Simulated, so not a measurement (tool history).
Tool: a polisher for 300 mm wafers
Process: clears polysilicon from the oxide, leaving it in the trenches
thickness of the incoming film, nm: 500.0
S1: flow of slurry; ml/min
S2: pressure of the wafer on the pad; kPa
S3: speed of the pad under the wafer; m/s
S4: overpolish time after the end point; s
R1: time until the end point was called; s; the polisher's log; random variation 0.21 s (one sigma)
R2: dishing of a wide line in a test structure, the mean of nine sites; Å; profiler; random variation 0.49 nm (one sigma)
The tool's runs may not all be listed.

Run 1, hour 0: S1 130 ml/min, S2 23.4 kPa, S3 1.2 m/s, S4 11 s. Result: R1 24.169 s, R2 453.78 Å.
Run 2, hour 1.2: S1 130 ml/min, S2 24.1 kPa, S3 1.2 m/s, S4 10 s. Result: R1 22.943 s, R2 450.96 Å.
Run 3, hour 5.8: S1 130 ml/min, S2 24.8 kPa, S3 1.2 m/s, S4 9 s. Result: R1 22.511 s, R2 448.65 Å.
Run 4, hour 11.1: S1 105 ml/min, S2 24.8 kPa, S3 1.2 m/s, S4 9 s. Result: R1 23.914 s, R2 446.62 Å.
Run 5, hour 13.6: S1 120 ml/min, S2 24.8 kPa, S3 1.2 m/s, S4 9 s. Result: R1 23.006 s, R2 443.44 Å.
Run 6, hour 14.6: S1 120 ml/min, S2 24.8 kPa, S3 1.2 m/s, S4 5 s. Result: R1 23.227 s, R2 421.08 Å.
Run 7, hour 19.7: S1 125 ml/min, S2 25.5 kPa, S3 1.2 m/s, S4 5 s. Result: R1 22.55 s, R2 418.57 Å.
Run 8, hour 26.3: S1 130 ml/min, S2 26.2 kPa, S3 1.2 m/s, S4 5 s. Result: R1 21.878 s, R2 419.8 Å.
Run 9, hour 30.2: S1 130 ml/min, S2 26.9 kPa, S3 1.2 m/s, S4 5 s. Result: R1 20.986 s, R2 421.71 Å.

The next listed run, before its measurement:
Run 10, hour 35.3: S1 135 ml/min, S2 26.9 kPa, S3 1.2 m/s, S4 5 s. Result: R1 ?, R2 ?.

Run 10 gave R1 21.346 s, R2 420.31 Å.

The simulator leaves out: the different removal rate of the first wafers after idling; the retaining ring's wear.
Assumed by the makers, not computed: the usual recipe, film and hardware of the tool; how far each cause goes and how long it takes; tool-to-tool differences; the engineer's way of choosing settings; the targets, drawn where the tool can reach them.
